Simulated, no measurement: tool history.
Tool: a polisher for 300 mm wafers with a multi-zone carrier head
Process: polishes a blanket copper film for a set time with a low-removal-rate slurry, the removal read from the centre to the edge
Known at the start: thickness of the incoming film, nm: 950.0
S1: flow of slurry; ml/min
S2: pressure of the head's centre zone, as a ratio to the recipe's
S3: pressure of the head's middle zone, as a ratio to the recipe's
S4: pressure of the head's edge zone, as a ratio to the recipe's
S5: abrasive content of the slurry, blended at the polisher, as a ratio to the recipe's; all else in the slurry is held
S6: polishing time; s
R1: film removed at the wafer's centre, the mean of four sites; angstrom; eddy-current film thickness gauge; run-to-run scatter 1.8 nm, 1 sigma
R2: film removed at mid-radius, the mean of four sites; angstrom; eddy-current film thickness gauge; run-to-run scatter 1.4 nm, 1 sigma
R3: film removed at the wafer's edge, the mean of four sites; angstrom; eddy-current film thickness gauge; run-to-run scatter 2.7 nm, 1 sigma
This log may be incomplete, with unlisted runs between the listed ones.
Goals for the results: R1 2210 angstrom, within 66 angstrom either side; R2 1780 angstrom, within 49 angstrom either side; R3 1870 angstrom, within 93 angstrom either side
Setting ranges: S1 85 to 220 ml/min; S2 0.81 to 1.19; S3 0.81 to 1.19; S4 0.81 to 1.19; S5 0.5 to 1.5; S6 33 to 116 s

run	hour	S1	S2	S3	S4	S5	S6	R1	R2	R3
1	0	140	1	1	1	1	74	2198.5	2241.8	2176.7
2	2.8	130	1.02	0.97	0.97	0.95	74	2234	2131.5	2066.4
3	9.6	120	1.03	0.94	0.97	0.95	74	2198.2	2015.3	2118.4
4	14.1	120	1.03	0.97	0.97	0.95	74	2182	2070.3	2076.4
5	20.5	155	1.03	0.97	0.97	0.95	74	2356.1	2190.5	2152.4
6	25.1	145	1.04	0.95	0.95	0.9	74	2288.6	2064.8	2107.7
7	32.3	135	1.05	0.94	0.92	0.9	74	2302.4	2045.2	2018.4
8	41	95	1.07	0.84	0.91	0.85	74	2062.7	1684.7	1928.4
9	42.7	100	1.07	0.85	0.9	0.85	74	2099	1743.8	1914.2
10	47.6	100	1.07	0.85	0.9	0.85	74	2100.1	1719.3	1907.3
11	51.3	100	1.07	0.85	0.9	0.85	74	2143	1721.7	1923.2

Next run, 5 choices. One meets every target within its allowed miss, the rest don't. Which?
A	55	110	1.08	0.85	0.83	0.75	76	?	?	?
B	55	110	1.05	0.86	0.99	0.95	73	?	?	?
C	55	140	1.08	0.82	0.92	0.5	74	?	?	?
D	55	110	0.94	0.81	1.03	0.85	79	?	?	?
E	55	105	1.18	0.84	0.9	0.95	69	?	?	?

move	R1	R2	R3
A	2196.4	1774.7	1897.9
B	2155.1	1808.5	2077.5
C	2093.6	1630.4	1852.5
D	2036.9	1821.3	2240.1
E	2260.4	1656.5	1863.4
A: in spec on every target
B: brings the last run's worst result on target, with another outside its allowed miss
C: lands further from the targets than the last run did
D: brings the last run's worst result on target, with another outside its allowed miss
E: lands further from the targets than the last run did
The right move is A.

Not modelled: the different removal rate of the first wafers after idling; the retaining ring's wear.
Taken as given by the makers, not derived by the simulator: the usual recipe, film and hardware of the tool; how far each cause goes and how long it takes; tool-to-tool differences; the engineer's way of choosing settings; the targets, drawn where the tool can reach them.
